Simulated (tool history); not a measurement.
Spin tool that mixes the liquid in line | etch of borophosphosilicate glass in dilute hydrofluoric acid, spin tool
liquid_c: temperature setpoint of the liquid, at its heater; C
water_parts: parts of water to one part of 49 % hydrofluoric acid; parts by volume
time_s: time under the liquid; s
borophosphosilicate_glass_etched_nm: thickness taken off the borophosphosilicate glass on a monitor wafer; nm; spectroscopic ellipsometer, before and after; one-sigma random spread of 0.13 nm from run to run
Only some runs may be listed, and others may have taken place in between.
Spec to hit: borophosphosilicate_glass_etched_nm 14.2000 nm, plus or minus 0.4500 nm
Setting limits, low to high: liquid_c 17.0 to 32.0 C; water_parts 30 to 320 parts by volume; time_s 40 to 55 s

run	hour	liquid_c	water_parts	time_s	borophosphosilicate_glass_etched_nm
1	0.0	24.0	175	55	7.3806
2	8.2	24.0	145	55	9.3833
3	11.6	26.0	140	55	10.6270
4	16.4	26.0	165	55	8.5888
5	23.7	26.0	165	55	8.6973
6	29.4	26.0	165	55	8.5158
7	30.4	30.0	110	55	16.0970
8	31.5	29.5	110	55	15.5980

Which of these 4 next moves meets every target?
A	32.6	26.5	100	55	?
B	32.6	28.0	110	55	?
C	32.6	31.0	120	55	?
D	32.6	30.5	125	55	?

move	borophosphosilicate_glass_etched_nm
A	15.7850
B	15.0000
C	15.1650
D	14.1960
A: moves away from the targets compared with the last run
B: closes in on the targets versus the last run, not all within tolerance yet
C: closes in on the targets versus the last run, not all within tolerance yet
D: meets every target
Correct choice: D, which meets every target
